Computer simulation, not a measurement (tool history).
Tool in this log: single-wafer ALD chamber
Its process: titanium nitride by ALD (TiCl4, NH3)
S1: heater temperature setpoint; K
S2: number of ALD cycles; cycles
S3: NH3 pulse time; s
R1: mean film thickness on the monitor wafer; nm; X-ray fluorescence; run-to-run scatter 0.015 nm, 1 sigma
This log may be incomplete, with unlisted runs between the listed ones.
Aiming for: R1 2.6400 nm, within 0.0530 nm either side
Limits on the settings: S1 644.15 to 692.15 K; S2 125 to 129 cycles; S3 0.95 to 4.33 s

run   hour      S1   S2    S3      R1
  1    0.0  668.15  125  2.64  2.8481
  2    7.8  677.15  125  2.64  2.8787
  3   13.4  677.15  125  2.64  2.8896
  4   14.7  673.15  125  2.45  2.8770
  5   19.7  673.15  125  1.92  2.8202
  6   27.3  670.15  125  1.81  2.7953
  7   30.9  670.15  125  1.81  2.7531
  8   31.9  669.15  125  1.74  2.7835
  9   37.6  681.15  125  0.95  2.1513
 10   43.8  679.15  125  0.95  2.1594
 11   50.2  677.15  125  0.95  2.1257
 12   59.3  674.15  125  0.95  2.0818
 13   64.6  674.15  125  1.04  2.4207
 14   67.8  673.15  125  1.04  2.4109
 15   69.2  672.15  125  1.04  2.4101
 16   71.0  672.15  125  1.04  2.3968
 17   77.0  671.15  125  1.04  2.3984
 18   82.1  670.15  125  1.04  2.3872
 19   84.1  669.15  125  1.04  2.3745
 20   87.8  681.15  129  1.89  2.9191
 21   89.7  682.15  129  1.89  2.9187
 22   94.9  684.15  127  1.89  2.8824
 23   99.5  683.15  127  1.87  2.8878
 24  108.3  682.15  127  1.86  2.8451
 25  112.4  682.15  127  1.84  2.8700
 26  119.7  681.15  127  1.82  2.8897
 27  121.7  680.15  127  1.81  2.8832
 28  124.9  668.15  125  0.96  2.0858
 29  131.6  670.15  125  0.99  2.2410

Exercise: of the 4 proposed moves below, exactly one satisfies all targets within the stated allowed misses. Which move is it?
  A  138.3  674.15  125  1.12   ?
  B  138.3  658.15  125  1.17   ?
  C  138.3  672.15  126  1.07   ?
  D  138.3  673.15  126  1.25   ?

move      R1
   A  2.5432
   B  2.4951
   C  2.4821
   D  2.6659
A: moves toward the targets from the last run without getting all of them in spec
B: moves toward the targets from the last run without getting all of them in spec
C: moves toward the targets from the last run without getting all of them in spec
D: every result within its allowed miss
Answer: D
